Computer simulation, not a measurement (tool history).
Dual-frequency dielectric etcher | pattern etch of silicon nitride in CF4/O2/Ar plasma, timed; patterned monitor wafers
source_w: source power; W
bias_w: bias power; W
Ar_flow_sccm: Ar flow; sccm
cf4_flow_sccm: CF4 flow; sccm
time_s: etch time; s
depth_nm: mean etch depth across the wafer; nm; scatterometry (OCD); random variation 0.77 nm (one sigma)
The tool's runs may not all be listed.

{"run": 1, "hour": 0.0, "source_w": 660, "bias_w": 48, "Ar_flow_sccm": 73, "cf4_flow_sccm": 110, "time_s": 61.5, "depth_nm": 163.9}
{"run": 2, "hour": 7.2, "source_w": 660, "bias_w": 48, "Ar_flow_sccm": 67, "cf4_flow_sccm": 110, "time_s": 61.5, "depth_nm": 165.23}
{"run": 3, "hour": 7.9, "source_w": 660, "bias_w": 48, "Ar_flow_sccm": 67, "cf4_flow_sccm": 110, "time_s": 56.5, "depth_nm": 152.13}
{"run": 4, "hour": 11.3, "source_w": 730, "bias_w": 49, "Ar_flow_sccm": 67, "cf4_flow_sccm": 110, "time_s": 56.5, "depth_nm": 166.4}
{"run": 5, "hour": 16.3, "source_w": 780, "bias_w": 51, "Ar_flow_sccm": 67, "cf4_flow_sccm": 111, "time_s": 57, "depth_nm": 178.48}
{"run": 6, "hour": 19.7, "source_w": 780, "bias_w": 46, "Ar_flow_sccm": 67, "cf4_flow_sccm": 111, "time_s": 57, "depth_nm": 171.2}
{"run": 7, "hour": 27.6, "source_w": 810, "bias_w": 48, "Ar_flow_sccm": 67, "cf4_flow_sccm": 112, "time_s": 57.5, "depth_nm": 182.09}
{"run": 8, "hour": 28.1, "source_w": 840, "bias_w": 50, "Ar_flow_sccm": 67, "cf4_flow_sccm": 113, "time_s": 57.5, "depth_nm": 189.94}
{"run": 9, "hour": 31.6, "source_w": 860, "bias_w": 51, "Ar_flow_sccm": 67, "cf4_flow_sccm": 114, "time_s": 57.5, "depth_nm": 194.91}

Forecast run 10:
{"run": 10, "hour": 34.0, "source_w": 870, "bias_w": 52, "Ar_flow_sccm": 67, "cf4_flow_sccm": 115, "time_s": 57.5, "depth_nm": "?"}

depth_nm: 196.88 nm
